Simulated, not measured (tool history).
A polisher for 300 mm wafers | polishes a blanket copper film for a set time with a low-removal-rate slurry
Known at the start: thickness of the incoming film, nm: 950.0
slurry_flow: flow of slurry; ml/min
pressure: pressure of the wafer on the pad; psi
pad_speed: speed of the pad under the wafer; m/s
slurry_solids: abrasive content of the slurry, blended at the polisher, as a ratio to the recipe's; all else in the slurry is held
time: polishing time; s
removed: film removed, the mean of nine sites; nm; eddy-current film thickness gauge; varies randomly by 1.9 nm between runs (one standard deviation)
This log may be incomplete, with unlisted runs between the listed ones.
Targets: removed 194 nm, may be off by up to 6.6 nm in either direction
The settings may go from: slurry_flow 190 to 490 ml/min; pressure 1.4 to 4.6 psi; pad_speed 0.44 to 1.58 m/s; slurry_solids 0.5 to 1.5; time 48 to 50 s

| run | day | slurry_flow | pressure | pad_speed | slurry_solids | time | removed |
|---|---|---|---|---|---|---|---|
| 1 | 0 | 315 | 3 | 1 | 1 | 48 | 122.37 |
| 2 | 0.362 | 315 | 3 | 1.24 | 1 | 48 | 145.34 |
| 3 | 0.558 | 315 | 3.3 | 1.24 | 1 | 48 | 157.16 |
| 4 | 0.617 | 315 | 2.8 | 1.24 | 1 | 48 | 141.99 |
|  | 0.988 | head pressure recalibrated |
| 5 | 0.988 | 315 | 2.8 | 1.36 | 1 | 48 | 160.03 |
| 6 | 1.308 | 315 | 3.1 | 1.36 | 1 | 48 | 172.04 |
| 7 | 1.558 | 315 | 3.1 | 1.36 | 1 | 48 | 166.94 |
| 8 | 1.646 | 315 | 3.3 | 1.36 | 1 | 48 | 178.31 |

Next run, 4 choices. One meets every target within its allowed miss, the rest don't. Which?
| A | 1.733 | 285 | 3 | 1.44 | 1.05 | 48 | ? |
| B | 1.733 | 280 | 3.5 | 1.22 | 0.85 | 48 | ? |
| C | 1.733 | 420 | 3 | 1.52 | 1 | 49 | ? |
| D | 1.733 | 305 | 3.2 | 1.16 | 1.1 | 48 | ? |

| move | removed |
|---|---|
| A | 176.62 |
| B | 162.81 |
| C | 192.04 |
| D | 156.64 |
A: lands further from the targets than the last run did
B: lands further from the targets than the last run did
C: every result lands within tolerance
D: lands further from the targets than the last run did
Correct choice: C, which meets every target
